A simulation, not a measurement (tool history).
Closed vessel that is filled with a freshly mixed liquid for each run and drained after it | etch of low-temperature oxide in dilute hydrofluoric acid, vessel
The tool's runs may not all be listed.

| run | hour | temperature setpoint of the liquid (K) | parts of water to one part of 49 % hydrofluoric acid (parts by volume) | time in the liquid (s) | thickness taken off the low-temperature oxide on a monitor wafer (Å) |
|---|---|---|---|---|---|
| 1 | 0 | 298.15 | 110 | 90 | 175.59 |
| 2 | 7.2 | 298.15 | 110 | 90 | 173.66 |
| 3 | 10.6 | 297.15 | 110 | 90 | 167.53 |
| 4 | 16.7 | 297.15 | 110 | 100 | 187.11 |
| 5 | 24.6 | 298.15 | 110 | 100 | 194.84 |
| 6 | 32.5 | 298.15 | 110 | 90 | 175.16 |

Run 7 comes next. What will it give?
| 7 | 37 | 297.15 | 110 | 90 | ? |

thickness taken off the low-temperature oxide on a monitor wafer (Å): 169.52
